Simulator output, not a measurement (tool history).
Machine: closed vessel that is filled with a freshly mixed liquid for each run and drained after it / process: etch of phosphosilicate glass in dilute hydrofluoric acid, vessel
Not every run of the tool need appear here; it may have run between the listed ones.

run,day,temperature setpoint of the liquid (K),parts of water to one part of 49 % hydrofluoric acid (parts by volume),time in the liquid (s),thickness taken off the phosphosilicate glass on a monitor wafer (nm)
1,0.000,297.15,95,30,63.256
2,0.183,297.15,95,30,62.562
3,0.296,297.15,95,30,62.629
4,0.483,299.65,90,30,73.593
5,0.650,303.15,90,30,84.497
6,0.917,303.15,90,30,84.739
7,1.033,303.65,90,30,85.736
8,1.283,303.65,90,30,85.440

Forecast run 9:
9,1.433,304.15,90,30,?

Run 9 gave thickness taken off the phosphosilicate glass on a monitor wafer (nm) 86.981.

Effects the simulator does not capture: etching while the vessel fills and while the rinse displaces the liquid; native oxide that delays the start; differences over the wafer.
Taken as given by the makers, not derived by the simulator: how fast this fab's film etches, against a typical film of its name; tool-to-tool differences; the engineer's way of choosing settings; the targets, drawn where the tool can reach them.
